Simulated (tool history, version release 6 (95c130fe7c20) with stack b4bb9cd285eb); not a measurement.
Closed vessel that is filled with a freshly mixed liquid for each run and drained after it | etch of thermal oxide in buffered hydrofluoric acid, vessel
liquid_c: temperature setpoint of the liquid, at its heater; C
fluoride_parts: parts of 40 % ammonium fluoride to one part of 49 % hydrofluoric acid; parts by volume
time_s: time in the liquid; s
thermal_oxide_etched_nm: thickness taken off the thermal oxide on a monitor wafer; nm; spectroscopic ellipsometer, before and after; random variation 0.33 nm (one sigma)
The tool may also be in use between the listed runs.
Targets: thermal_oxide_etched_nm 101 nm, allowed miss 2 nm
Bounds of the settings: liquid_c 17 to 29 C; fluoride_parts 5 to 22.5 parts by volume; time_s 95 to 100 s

run	hour	liquid_c	fluoride_parts	time_s	thermal_oxide_etched_nm
1	0	21	13.5	95	66.147
2	1	21	10	95	89.244
3	7.3	22.5	10	95	96.443
4	10.5	25.5	10	95	114.48
5	18.1	25	10	95	110.77
6	26.8	25	12.5	95	89.102
7	34.2	25.5	12.5	95	91.196
8	37.7	26	12.5	95	94.21

Which of these 4 next moves meets every target?
A	41.2	29	15	100	?
B	41.2	27	13.5	100	?
C	41.2	27.5	12.5	95	?
D	41.2	28	13.5	95	?

move	thermal_oxide_etched_nm
A	97.25
B	96.945
C	102
D	97.149
A: nearer than the last run, and not there yet
B: nearer than the last run, and not there yet
C: meets every target
D: nearer than the last run, and not there yet
Answer: C
